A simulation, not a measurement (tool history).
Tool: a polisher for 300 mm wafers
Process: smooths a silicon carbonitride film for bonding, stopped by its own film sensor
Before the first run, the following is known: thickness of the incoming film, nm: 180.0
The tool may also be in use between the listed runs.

run  hour  flow of slurry (ml/min)  pressure of the wafer on the pad (psi)  speed of the pad under the wafer (cm/s)  abrasive content of the slurry  target thickness at which the film sensor stops the polish (nm)  time until the film sensor stopped the polish (s)
  1     0                      300                                     2.2                                       80                               1                                                              167                                             59.921
  2     3                      250                                     2.2                                       80                               1                                                              167                                             57.977
  3   8.3                      250                                       2                                       74                               1                                                              167                                             67.009
  4  15.5                      250                                       2                                       74                               1                                                              167                                             67.164
  5  21.8                      250                                       2                                       74                             1.2                                                              167                                             66.138
  6  23.3                      250                                       2                                       74                               1                                                              167                                              69.64

Run 7 is up next; what results do you expect?
  7  24.4                      250                                     1.8                                       70                               1                                                              167                                                  ?

{"run 7": {"time until the film sensor stopped the polish (s)": 78.689}}
